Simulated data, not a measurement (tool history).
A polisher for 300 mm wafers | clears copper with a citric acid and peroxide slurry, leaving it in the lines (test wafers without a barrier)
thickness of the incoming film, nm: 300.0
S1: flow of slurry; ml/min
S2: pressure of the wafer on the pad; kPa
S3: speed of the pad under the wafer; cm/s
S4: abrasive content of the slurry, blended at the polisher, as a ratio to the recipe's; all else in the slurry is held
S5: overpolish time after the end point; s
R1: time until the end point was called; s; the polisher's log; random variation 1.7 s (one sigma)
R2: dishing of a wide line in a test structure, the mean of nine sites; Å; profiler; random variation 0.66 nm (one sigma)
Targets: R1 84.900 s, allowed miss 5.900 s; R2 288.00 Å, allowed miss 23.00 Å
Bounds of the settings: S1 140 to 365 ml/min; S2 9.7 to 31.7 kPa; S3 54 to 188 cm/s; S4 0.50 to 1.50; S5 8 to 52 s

run	hour	S1	S2	S3	S4	S5	R1	R2
1	0.0	235	20.7	120	1.00	26	118.400	472.59
2	1.2	235	20.7	132	1.00	26	111.310	501.43
3	9.2	240	21.4	134	1.05	22	108.110	475.00
4	17.0	220	22.8	136	0.95	19	104.460	445.89
5	20.5	220	20.0	136	0.95	19	117.580	385.78
6	25.3	220	20.0	166	0.95	19	102.380	429.28
7	32.0	240	20.0	170	0.85	17	104.780	391.68
8	36.7	265	20.7	174	0.85	15	97.596	363.36
9	38.1	280	21.4	176	0.85	13	92.931	336.42
10	45.6	320	23.4	178	0.85	8	78.973	248.71
11	51.0	310	23.4	178	0.85	8	84.925	243.88
12	58.1	300	23.4	180	0.85	8	84.052	237.66

4 next moves are on the table. One of them brings every result within its allowed miss. Which?
A	65.2	295	22.8	186	0.75	10	?	?
B	65.2	310	25.5	156	0.85	8	?	?
C	65.2	310	23.4	176	0.90	8	?	?
D	65.2	275	23.4	182	0.60	13	?	?

move	R1	R2
A	89.304	279.66
B	86.940	233.45
C	86.030	235.30
D	93.221	342.54
A: meets every target
B: further off than the last run
C: as far off as the last run
D: takes the result that was furthest off past its target
The right move is A.
